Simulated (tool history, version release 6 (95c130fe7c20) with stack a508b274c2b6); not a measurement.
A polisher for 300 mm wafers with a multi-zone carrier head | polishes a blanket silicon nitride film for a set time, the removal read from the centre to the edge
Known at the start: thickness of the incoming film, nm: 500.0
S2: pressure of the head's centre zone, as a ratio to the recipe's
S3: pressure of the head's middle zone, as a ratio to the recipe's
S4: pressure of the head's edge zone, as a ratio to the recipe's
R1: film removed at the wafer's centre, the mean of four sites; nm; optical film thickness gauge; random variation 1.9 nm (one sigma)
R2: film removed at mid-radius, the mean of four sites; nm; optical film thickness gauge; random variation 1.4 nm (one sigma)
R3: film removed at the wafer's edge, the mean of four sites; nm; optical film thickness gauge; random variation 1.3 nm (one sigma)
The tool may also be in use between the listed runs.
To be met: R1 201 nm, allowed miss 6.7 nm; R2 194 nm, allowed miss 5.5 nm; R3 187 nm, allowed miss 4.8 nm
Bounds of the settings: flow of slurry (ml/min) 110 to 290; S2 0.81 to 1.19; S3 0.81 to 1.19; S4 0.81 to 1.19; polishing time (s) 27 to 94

{"run": 1, "day": 0.0, "flow of slurry (ml/min)": 185, "S2": 1, "S3": 1, "S4": 1, "polishing time (s)": 60, "R1": 134.84, "R2": 135.69, "R3": 137.8}
{"run": 2, "day": 0.25, "flow of slurry (ml/min)": 150, "S2": 1, "S3": 1, "S4": 1, "polishing time (s)": 60, "R1": 131.98, "R2": 131.81, "R3": 133.42}
{"run": 3, "day": 0.283, "flow of slurry (ml/min)": 150, "S2": 1, "S3": 1, "S4": 1, "polishing time (s)": 67, "R1": 145.77, "R2": 145.29, "R3": 151.26}
{"run": 4, "day": 0.475, "flow of slurry (ml/min)": 180, "S2": 1.06, "S3": 1.05, "S4": 1.05, "polishing time (s)": 68, "R1": 162.3, "R2": 156.29, "R3": 159.05}
{"run": 5, "day": 0.642, "flow of slurry (ml/min)": 150, "S2": 1.06, "S3": 1.05, "S4": 1.05, "polishing time (s)": 68, "R1": 156.34, "R2": 151.39, "R3": 155.3}
{"run": 6, "day": 0.804, "flow of slurry (ml/min)": 185, "S2": 1.09, "S3": 1.09, "S4": 1.08, "polishing time (s)": 70, "R1": 170.52, "R2": 164.75, "R3": 164.75}
{"run": 7, "day": 1.15, "flow of slurry (ml/min)": 210, "S2": 1.11, "S3": 1.11, "S4": 1.1, "polishing time (s)": 71, "R1": 178.18, "R2": 170.46, "R3": 170.64}
{"run": 8, "day": 1.358, "flow of slurry (ml/min)": 225, "S2": 1.12, "S3": 1.13, "S4": 1.11, "polishing time (s)": 72, "R1": 183.46, "R2": 178.96, "R3": 174.39}
{"run": 9, "day": 1.683, "flow of slurry (ml/min)": 235, "S2": 1.13, "S3": 1.14, "S4": 1.12, "polishing time (s)": 73, "R1": 190.15, "R2": 182.43, "R3": 177.88}
{"run": 10, "day": 1.871, "flow of slurry (ml/min)": 240, "S2": 1.14, "S3": 1.15, "S4": 1.13, "polishing time (s)": 74, "R1": 196.97, "R2": 186.52, "R3": 180.09}
{"run": 11, "day": 1.925, "flow of slurry (ml/min)": 245, "S2": 1.14, "S3": 1.16, "S4": 1.14, "polishing time (s)": 74, "R1": 198.29, "R2": 186.95, "R3": 182.77}
{"run": 12, "day": 2.088, "flow of slurry (ml/min)": 250, "S2": 1.14, "S3": 1.17, "S4": 1.14, "polishing time (s)": 74, "R1": 194.42, "R2": 187.86, "R3": 182.21}
{"run": 13, "day": 2.404, "flow of slurry (ml/min)": 255, "S2": 1.14, "S3": 1.18, "S4": 1.14, "polishing time (s)": 74, "R1": 195.94, "R2": 188.5, "R3": 180.92}
{"day": 2.638, "done": "edge zone pressure recalibrated"}
{"run": 14, "day": 2.638, "flow of slurry (ml/min)": 255, "S2": 1.14, "S3": 1.18, "S4": 1.14, "polishing time (s)": 74, "R1": 194.85, "R2": 192.67, "R3": 177.8}

Which of these 4 next moves meets every target?
{"run": "A", "day": 2.871, "flow of slurry (ml/min)": 285, "S2": 1.09, "S3": 1.19, "S4": 1.19, "polishing time (s)": 72, "R1": "?", "R2": "?", "R3": "?"}
{"run": "B", "day": 2.871, "flow of slurry (ml/min)": 275, "S2": 1, "S3": 1.1, "S4": 1.14, "polishing time (s)": 78, "R1": "?", "R2": "?", "R3": "?"}
{"run": "C", "day": 2.871, "flow of slurry (ml/min)": 260, "S2": 1.13, "S3": 1.16, "S4": 1.17, "polishing time (s)": 76, "R1": "?", "R2": "?", "R3": "?"}
{"run": "D", "day": 2.871, "flow of slurry (ml/min)": 185, "S2": 1.02, "S3": 1.19, "S4": 1.19, "polishing time (s)": 79, "R1": "?", "R2": "?", "R3": "?"}

move=A R1=186.29 R2=185.31 R3=178.99
move=B R1=184.29 R2=190.54 R3=190.1
move=C R1=202 R2=190.83 R3=186.45
move=D R1=182.34 R2=194.98 R3=190.31
A: further off than the last run
B: brings the result that was furthest off to its target, and leaves another outside
C: meets every target
D: brings the result that was furthest off to its target, and leaves another outside
Answer: C
